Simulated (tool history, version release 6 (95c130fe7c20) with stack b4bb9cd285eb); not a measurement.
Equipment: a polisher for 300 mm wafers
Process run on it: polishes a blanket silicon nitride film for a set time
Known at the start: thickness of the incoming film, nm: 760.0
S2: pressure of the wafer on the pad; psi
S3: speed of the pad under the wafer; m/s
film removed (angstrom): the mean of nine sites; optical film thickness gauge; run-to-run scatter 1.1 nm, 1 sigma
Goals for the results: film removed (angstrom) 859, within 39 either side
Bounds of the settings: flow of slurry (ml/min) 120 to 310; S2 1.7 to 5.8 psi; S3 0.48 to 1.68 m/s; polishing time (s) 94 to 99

run 1 hour=0 | flow_of_slurry_(ml/min)=200 S2=3.7 S3=1.08 polishing_time_(s)=94 | film_removed_(angstrom)=1987.3
run 2 hour=9 | flow_of_slurry_(ml/min)=195 S2=3 S3=0.94 polishing_time_(s)=94 | film_removed_(angstrom)=1478.3
run 3 hour=10.9 | flow_of_slurry_(ml/min)=195 S2=3 S3=0.94 polishing_time_(s)=94 | film_removed_(angstrom)=1457.4
run 4 hour=14.9 | flow_of_slurry_(ml/min)=190 S2=2.6 S3=0.88 polishing_time_(s)=94 | film_removed_(angstrom)=1213.4
run 5 hour=22.4 | flow_of_slurry_(ml/min)=185 S2=2.3 S3=0.86 polishing_time_(s)=94 | film_removed_(angstrom)=1097.1
run 6 hour=29.2 | flow_of_slurry_(ml/min)=180 S2=2.1 S3=0.84 polishing_time_(s)=94 | film_removed_(angstrom)=968.3
run 7 hour=34.8 | flow_of_slurry_(ml/min)=170 S2=2 S3=0.84 polishing_time_(s)=94 | film_removed_(angstrom)=913.74
run 8 hour=43.3 | flow_of_slurry_(ml/min)=165 S2=2 S3=0.84 polishing_time_(s)=94 | film_removed_(angstrom)=930.11

Which one of the following 4 next-run settings gets every result inside its allowed miss? There is exactly one.
run A hour=51.8 | flow_of_slurry_(ml/min)=180 S2=1.8 S3=0.7 polishing_time_(s)=95 | film_removed_(angstrom)=?
run B hour=51.8 | flow_of_slurry_(ml/min)=150 S2=1.9 S3=0.96 polishing_time_(s)=97 | film_removed_(angstrom)=?
run C hour=51.8 | flow_of_slurry_(ml/min)=120 S2=1.8 S3=0.74 polishing_time_(s)=94 | film_removed_(angstrom)=?
run D hour=51.8 | flow_of_slurry_(ml/min)=180 S2=2.4 S3=0.6 polishing_time_(s)=96 | film_removed_(angstrom)=?

move=A film_removed_(angstrom)=732.5
move=B film_removed_(angstrom)=985.95
move=C film_removed_(angstrom)=720.39
move=D film_removed_(angstrom)=835.87
A: pushes the last run's worst result past its target
B: moves away from the targets compared with the last run
C: pushes the last run's worst result past its target
D: all results in spec
Answer: D

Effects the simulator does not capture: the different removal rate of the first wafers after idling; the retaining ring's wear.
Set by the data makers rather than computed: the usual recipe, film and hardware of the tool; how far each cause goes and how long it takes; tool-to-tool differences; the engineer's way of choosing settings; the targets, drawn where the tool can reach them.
